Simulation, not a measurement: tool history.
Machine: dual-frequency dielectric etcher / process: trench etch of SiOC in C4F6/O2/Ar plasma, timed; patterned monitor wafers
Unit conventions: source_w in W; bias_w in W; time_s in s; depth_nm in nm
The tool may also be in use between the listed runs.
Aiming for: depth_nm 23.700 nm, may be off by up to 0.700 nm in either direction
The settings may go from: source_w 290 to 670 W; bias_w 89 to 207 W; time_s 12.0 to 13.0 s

| run | hour | source_w | bias_w | time_s | depth_nm |
|---|---|---|---|---|---|
| 1 | 0.0 | 480 | 148 | 13.0 | 27.366 |
| 2 | 2.3 | 460 | 144 | 13.0 | 26.693 |
| 3 | 8.2 | 460 | 144 | 13.0 | 26.671 |
| 4 | 12.2 | 460 | 144 | 13.0 | 26.755 |
| 5 | 13.4 | 440 | 141 | 13.0 | 26.045 |
| 6 | 19.6 | 410 | 141 | 13.0 | 25.342 |
| 7 | 24.9 | 400 | 140 | 13.0 | 25.040 |
| 8 | 32.6 | 390 | 139 | 13.0 | 24.728 |
| 9 | 35.5 | 380 | 138 | 13.0 | 24.629 |

Of the 4 settings listed for the next run, only one would bring every result within its allowed miss of target. Which one?
| A | 38.4 | 380 | 130 | 13.0 | ? |
| B | 38.4 | 430 | 142 | 13.0 | ? |
| C | 38.4 | 440 | 165 | 12.5 | ? |
| D | 38.4 | 460 | 131 | 13.0 | ? |

| move | depth_nm |
|---|---|
| A | 23.793 |
| B | 25.714 |
| C | 26.290 |
| D | 25.659 |
A: every result within its allowed miss
B: further off than the last run
C: further off than the last run
D: further off than the last run
The right move is A.
